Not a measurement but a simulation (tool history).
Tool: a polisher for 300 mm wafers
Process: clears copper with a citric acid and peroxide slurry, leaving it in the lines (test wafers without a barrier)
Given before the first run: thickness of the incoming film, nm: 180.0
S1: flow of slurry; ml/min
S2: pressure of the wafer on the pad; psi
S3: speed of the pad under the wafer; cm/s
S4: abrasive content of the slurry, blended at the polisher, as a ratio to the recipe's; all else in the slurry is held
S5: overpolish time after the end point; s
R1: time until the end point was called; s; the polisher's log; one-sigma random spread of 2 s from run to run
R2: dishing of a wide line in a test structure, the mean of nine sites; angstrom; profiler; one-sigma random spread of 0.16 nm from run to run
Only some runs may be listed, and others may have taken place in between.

{"run": 1, "day": 0.0, "S1": 245, "S2": 2.3, "S3": 90, "S4": 1, "S5": 15, "R1": 105.47, "R2": 186.2}
{"run": 2, "day": 0.229, "S1": 240, "S2": 2, "S3": 88, "S4": 1, "S5": 16, "R1": 123.86, "R2": 166.35}
{"run": 3, "day": 0.412, "S1": 235, "S2": 1.8, "S3": 86, "S4": 1, "S5": 17, "R1": 140.17, "R2": 158.45}
{"run": 4, "day": 0.667, "S1": 235, "S2": 2, "S3": 86, "S4": 1, "S5": 17, "R1": 126.34, "R2": 172.22}
{"run": 5, "day": 0.817, "S1": 230, "S2": 1.8, "S3": 86, "S4": 1, "S5": 17, "R1": 141.49, "R2": 158.19}
{"run": 6, "day": 1.088, "S1": 230, "S2": 2.2, "S3": 86, "S4": 1, "S5": 17, "R1": 115.54, "R2": 191.01}

Run 7 has not been measured yet. What should we expect?
{"run": 7, "day": 1.162, "S1": 230, "S2": 1.9, "S3": 86, "S4": 1, "S5": 17, "R1": "?", "R2": "?"}

R1: 134.21 s
R2: 165.73 angstrom
